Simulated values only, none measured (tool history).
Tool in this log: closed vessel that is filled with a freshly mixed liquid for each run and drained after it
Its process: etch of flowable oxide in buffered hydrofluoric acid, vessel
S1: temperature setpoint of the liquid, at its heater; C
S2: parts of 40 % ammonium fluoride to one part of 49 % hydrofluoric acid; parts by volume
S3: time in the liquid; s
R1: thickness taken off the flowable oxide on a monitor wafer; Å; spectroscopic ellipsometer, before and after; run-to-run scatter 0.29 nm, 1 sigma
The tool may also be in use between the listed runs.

Run 1, day 0.000: S1 23 C, S2 15.5 parts by volume, S3 85 s. Result: R1 1157.30 Å.
Run 2, day 0.358: S1 23 C, S2 15.5 parts by volume, S3 85 s. Result: R1 1166.20 Å.
Run 3, day 0.521: S1 25 C, S2 15.5 parts by volume, S3 85 s. Result: R1 1292.00 Å.
Run 4, day 0.633: S1 25 C, S2 13.5 parts by volume, S3 85 s. Result: R1 1470.10 Å.
Run 5, day 0.825: S1 23 C, S2 14.5 parts by volume, S3 85 s. Result: R1 1232.80 Å.
Run 6, day 0.875: S1 20 C, S2 14.5 parts by volume, S3 85 s. Result: R1 1041.60 Å.

Expected results for the next run?
Run 7, day 1.058: S1 19 C, S2 15.0 parts by volume, S3 85 s. Result: R1 ?.

{"run 7": {"R1": 954.07}}
